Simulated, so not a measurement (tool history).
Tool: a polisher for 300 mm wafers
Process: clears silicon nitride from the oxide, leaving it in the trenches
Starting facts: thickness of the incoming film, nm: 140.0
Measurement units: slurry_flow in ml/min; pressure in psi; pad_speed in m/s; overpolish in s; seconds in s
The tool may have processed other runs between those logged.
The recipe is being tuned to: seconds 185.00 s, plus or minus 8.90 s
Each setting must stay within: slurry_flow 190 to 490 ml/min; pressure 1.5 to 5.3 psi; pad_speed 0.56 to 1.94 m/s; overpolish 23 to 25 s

run 1 hour=0.0 | slurry_flow=315 pressure=3.4 pad_speed=1.24 overpolish=23 | seconds=134.29
run 2 hour=7.2 | slurry_flow=280 pressure=3.4 pad_speed=1.24 overpolish=23 | seconds=134.77
run 3 hour=11.0 | slurry_flow=280 pressure=3.3 pad_speed=1.24 overpolish=23 | seconds=141.08
run 4 hour=12.6 | slurry_flow=280 pressure=3.3 pad_speed=1.24 overpolish=23 | seconds=140.24
run 5 hour=19.0 | slurry_flow=280 pressure=3.3 pad_speed=1.46 overpolish=23 | seconds=117.56
run 6 hour=24.2 | slurry_flow=280 pressure=2.8 pad_speed=1.46 overpolish=23 | seconds=140.90
run 7 hour=27.7 | slurry_flow=280 pressure=2.7 pad_speed=1.46 overpolish=23 | seconds=145.29
run 8 hour=32.3 | slurry_flow=280 pressure=2.6 pad_speed=1.46 overpolish=23 | seconds=151.06
run 9 hour=38.0 | slurry_flow=280 pressure=1.9 pad_speed=1.44 overpolish=23 | seconds=204.19

Next run, 4 choices. One meets every target within its allowed miss, the rest don't. Which?
run A hour=43.7 | slurry_flow=245 pressure=2.1 pad_speed=1.48 overpolish=23 | seconds=?
run B hour=43.7 | slurry_flow=360 pressure=2.8 pad_speed=1.22 overpolish=23 | seconds=?
run C hour=43.7 | slurry_flow=275 pressure=1.7 pad_speed=1.36 overpolish=23 | seconds=?
run D hour=43.7 | slurry_flow=275 pressure=2.0 pad_speed=1.76 overpolish=23 | seconds=?

move=A seconds=184.04
move=B seconds=163.92
move=C seconds=241.92
move=D seconds=161.31
A: meets every target
B: the result that was furthest off in the last run now lies on the other side of its target
C: its largest miss is bigger than the last run's
D: the result that was furthest off in the last run now lies on the other side of its target
So the answer is move A, the one that meets all the targets.
